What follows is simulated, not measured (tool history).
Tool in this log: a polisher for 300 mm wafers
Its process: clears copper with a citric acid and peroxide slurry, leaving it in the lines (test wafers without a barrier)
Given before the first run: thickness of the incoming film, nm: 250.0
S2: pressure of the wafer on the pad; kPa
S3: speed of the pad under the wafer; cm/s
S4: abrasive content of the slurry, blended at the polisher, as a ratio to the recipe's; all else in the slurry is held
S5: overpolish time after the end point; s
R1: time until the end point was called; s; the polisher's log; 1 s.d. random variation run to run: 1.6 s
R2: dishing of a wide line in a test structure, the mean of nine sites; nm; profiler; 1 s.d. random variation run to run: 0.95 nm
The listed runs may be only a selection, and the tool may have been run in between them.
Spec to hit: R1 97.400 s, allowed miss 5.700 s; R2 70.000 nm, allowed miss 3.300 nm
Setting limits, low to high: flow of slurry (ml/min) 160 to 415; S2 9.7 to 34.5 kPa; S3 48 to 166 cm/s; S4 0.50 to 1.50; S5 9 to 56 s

Run 1, hour 0.0: flow of slurry (ml/min) 265, S2 22.1 kPa, S3 106 cm/s, S4 1.00, S5 29 s. Result: R1 108.870 s, R2 44.180 nm.
Run 2, hour 8.8: flow of slurry (ml/min) 265, S2 22.1 kPa, S3 122 cm/s, S4 1.00, S5 29 s. Result: R1 95.491 s, R2 48.888 nm.
Run 3, hour 14.0: flow of slurry (ml/min) 265, S2 22.1 kPa, S3 132 cm/s, S4 1.00, S5 29 s. Result: R1 87.513 s, R2 52.488 nm.
Run 4, hour 16.7: flow of slurry (ml/min) 265, S2 22.1 kPa, S3 146 cm/s, S4 1.00, S5 29 s. Result: R1 80.582 s, R2 59.396 nm.
Run 5, hour 19.8: flow of slurry (ml/min) 265, S2 26.2 kPa, S3 146 cm/s, S4 1.00, S5 29 s. Result: R1 68.941 s, R2 67.207 nm.
Run 6, hour 28.2: flow of slurry (ml/min) 260, S2 23.4 kPa, S3 146 cm/s, S4 1.00, S5 33 s. Result: R1 74.459 s, R2 67.503 nm.
Run 7, hour 33.9: flow of slurry (ml/min) 260, S2 20.7 kPa, S3 146 cm/s, S4 1.00, S5 37 s. Result: R1 86.186 s, R2 66.072 nm.
Run 8, hour 39.7: flow of slurry (ml/min) 260, S2 20.0 kPa, S3 146 cm/s, S4 1.00, S5 39 s. Result: R1 87.635 s, R2 67.821 nm.
Run 9, hour 48.3: flow of slurry (ml/min) 260, S2 19.3 kPa, S3 146 cm/s, S4 1.00, S5 41 s. Result: R1 90.294 s, R2 67.876 nm.

Which single option among these 4 for the next run brings every result within its allowed miss of target? Just one does.
Run A, hour 56.9: flow of slurry (ml/min) 285, S2 22.1 kPa, S3 124 cm/s, S4 0.90, S5 45 s. Result: R1 ?, R2 ?.
Run B, hour 56.9: flow of slurry (ml/min) 280, S2 21.4 kPa, S3 136 cm/s, S4 1.05, S5 39 s. Result: R1 ?, R2 ?.
Run C, hour 56.9: flow of slurry (ml/min) 210, S2 16.5 kPa, S3 134 cm/s, S4 0.90, S5 50 s. Result: R1 ?, R2 ?.
Run D, hour 56.9: flow of slurry (ml/min) 275, S2 17.2 kPa, S3 132 cm/s, S4 1.05, S5 52 s. Result: R1 ?, R2 ?.

move       R1      R2
   A   95.788  70.244
   B   87.335  67.302
   C  120.380  62.108
   D  110.940  68.438
A: every result lands within tolerance
B: moves away from the targets compared with the last run
C: pushes the last run's worst result past its target
D: pushes the last run's worst result past its target
A meets every target.
